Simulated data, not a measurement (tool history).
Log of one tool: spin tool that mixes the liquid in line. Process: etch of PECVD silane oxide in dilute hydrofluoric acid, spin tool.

run    day  temperature setpoint of the liquid (C)  parts of water to one part of 49 % hydrofluoric acid (parts by volume)  time under the liquid (s)  thickness taken off the PECVD silane oxide on a monitor wafer (angstrom)
  1  0.000                                    25.0                                                                     110                         45                                                                    252.85
  2  0.325                                    23.5                                                                     110                         45                                                                    240.34
  3  0.379                                    23.5                                                                     110                         50                                                                    265.73
  4  0.554                                    21.5                                                                     120                         50                                                                    222.12
  5  0.896                                    20.0                                                                     120                         50                                                                    208.66
  6  1.175                                    20.0                                                                     120                         45                                                                    187.81
  7  1.196                                    19.0                                                                     130                         45                                                                    164.83
  8  1.450                                    18.5                                                                     135                         45                                                                    154.63
  9  1.562                                    18.0                                                                     140                         45                                                                    146.26
 10  1.692                                    18.0                                                                     140                         45                                                                    145.63

Forecast run 11:
 11  1.717                                    18.0                                                                     140                         45                                                                         ?

Run 11 gave thickness taken off the PECVD silane oxide on a monitor wafer (angstrom) 145.58.

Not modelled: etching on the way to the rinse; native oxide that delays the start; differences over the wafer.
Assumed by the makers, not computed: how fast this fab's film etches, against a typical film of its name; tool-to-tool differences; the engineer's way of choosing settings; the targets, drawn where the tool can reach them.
